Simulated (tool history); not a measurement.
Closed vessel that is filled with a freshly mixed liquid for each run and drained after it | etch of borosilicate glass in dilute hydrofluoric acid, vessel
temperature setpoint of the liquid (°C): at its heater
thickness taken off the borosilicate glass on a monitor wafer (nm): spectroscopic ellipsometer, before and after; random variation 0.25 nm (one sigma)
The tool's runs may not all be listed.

run  hour  temperature setpoint of the liquid (°C)  parts of water to one part of 49 % hydrofluoric acid (parts by volume)  time in the liquid (s)  thickness taken off the borosilicate glass on a monitor wafer (nm)
  1   0.0                                     24.0                                                                      55                     110                                                              75.361
  2   4.0                                     24.0                                                                      40                     110                                                             106.080
  3   6.5                                     24.0                                                                      40                     110                                                             107.420
  4  14.3                                     24.0                                                                      30                     110                                                             143.700
  5  20.1                                     24.0                                                                      20                     110                                                             215.320
  6  24.6                                     23.0                                                                      25                     110                                                             166.220
  7  26.6                                     22.0                                                                      30                     110                                                             131.270
  8  29.1                                     21.5                                                                      35                     110                                                             110.730
  9  30.4                                     17.5                                                                      60                     110                                                              52.563
 10  37.4                                     17.0                                                                      65                     110                                                              47.062
 11  38.7                                     17.5                                                                      65                     110                                                              48.351
 12  41.3                                     17.0                                                                      65                     110                                                              47.244
 13  43.5                                     17.5                                                                      65                     110                                                              48.197

Forecast run 14:
 14  46.3                                     17.0                                                                      65                     110                                                                   ?

Run 14 gave thickness taken off the borosilicate glass on a monitor wafer (nm) 47.583.

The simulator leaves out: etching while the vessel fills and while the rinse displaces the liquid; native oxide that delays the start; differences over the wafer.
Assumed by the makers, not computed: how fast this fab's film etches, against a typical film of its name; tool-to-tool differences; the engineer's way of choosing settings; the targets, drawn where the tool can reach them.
